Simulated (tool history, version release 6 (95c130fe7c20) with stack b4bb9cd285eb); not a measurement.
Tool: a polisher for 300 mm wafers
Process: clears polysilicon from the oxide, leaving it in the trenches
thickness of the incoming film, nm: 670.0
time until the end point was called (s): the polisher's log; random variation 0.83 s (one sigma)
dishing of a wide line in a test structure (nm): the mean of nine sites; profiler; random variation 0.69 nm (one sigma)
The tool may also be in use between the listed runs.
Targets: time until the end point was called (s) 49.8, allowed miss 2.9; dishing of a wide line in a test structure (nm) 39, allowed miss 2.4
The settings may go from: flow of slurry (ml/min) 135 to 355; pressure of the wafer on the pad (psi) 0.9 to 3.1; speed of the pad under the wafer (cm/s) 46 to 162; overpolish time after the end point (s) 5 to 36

run	hour	flow of slurry (ml/min)	pressure of the wafer on the pad (psi)	speed of the pad under the wafer (cm/s)	overpolish time after the end point (s)	time until the end point was called (s)	dishing of a wide line in a test structure (nm)
1	0	225	2	104	18	72.387	46.731
2	1.1	225	2.1	104	15	68.818	46.392
3	5.2	225	2.2	108	13	64.005	46.399
4	8.3	230	2.2	112	11	59.043	45.015
5	11.3	260	2.1	118	10	59.276	43.624
6	13.2	280	2.1	122	9	56.837	44.073
7	16.3	295	2	130	8	54.996	42.031
8	24.9	305	2	134	7	54.473	40.298
9	30.6	310	2	136	7	53.079	40.735
10	33.1	265	2.2	134	5	51.167	34.875
11	34.5	270	2.2	134	5	49.221	35.393
12	37.5	275	2.2	134	5	51.447	33.981
13	42.8	285	2.2	134	5	50.876	34.594

Which of these 4 next moves meets every target?
A	48.1	215	2.5	108	7	?	?
B	48.1	230	2.1	122	5	?	?
C	48.1	325	2.5	122	6	?	?
D	48.1	280	2.5	116	5	?	?

move	time until the end point was called (s)	dishing of a wide line in a test structure (nm)
A	60.112	38.557
B	60.496	32.644
C	51.485	38.569
D	54.728	34.43
A: brings the result that was furthest off to its target, and leaves another outside
B: further off than the last run
C: meets every target
D: as far off as the last run
The right move is C.
